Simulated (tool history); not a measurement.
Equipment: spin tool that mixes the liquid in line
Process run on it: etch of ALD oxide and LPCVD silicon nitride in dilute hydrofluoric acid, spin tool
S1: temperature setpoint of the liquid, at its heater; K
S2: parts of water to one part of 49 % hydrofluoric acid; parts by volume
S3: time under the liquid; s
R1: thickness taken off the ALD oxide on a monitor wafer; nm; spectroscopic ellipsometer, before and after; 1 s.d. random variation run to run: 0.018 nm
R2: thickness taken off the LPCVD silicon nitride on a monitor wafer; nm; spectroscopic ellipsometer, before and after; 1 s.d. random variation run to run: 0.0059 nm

run 1 day=0 | S1=294.15 S2=220 S3=75 | R1=9.2534 R2=0.11602
run 2 day=0.042 | S1=294.15 S2=140 S3=75 | R1=15.714 R2=0.18983
run 3 day=0.404 | S1=293.15 S2=215 S3=75 | R1=9.1886 R2=0.12235
run 4 day=0.488 | S1=290.15 S2=215 S3=75 | R1=8.1196 R2=0.090915
run 5 day=0.696 | S1=290.15 S2=265 S3=75 | R1=6.3634 R2=0.073874
run 6 day=0.888 | S1=290.15 S2=265 S3=90 | R1=7.4294 R2=0.081974
run 7 day=0.921 | S1=290.15 S2=300 S3=85 | R1=6.1349 R2=0.097716
run 8 day=1.121 | S1=290.15 S2=325 S3=75 | R1=4.8858 R2=0.066591
run 9 day=1.488 | S1=290.15 S2=345 S3=65 | R1=3.9518 R2=0.056289

Forecast run 10:
run 10 day=1.512 | S1=290.15 S2=360 S3=60 | R1=? R2=?

Run 10 gave R1 3.4111 nm, R2 0.055515 nm.

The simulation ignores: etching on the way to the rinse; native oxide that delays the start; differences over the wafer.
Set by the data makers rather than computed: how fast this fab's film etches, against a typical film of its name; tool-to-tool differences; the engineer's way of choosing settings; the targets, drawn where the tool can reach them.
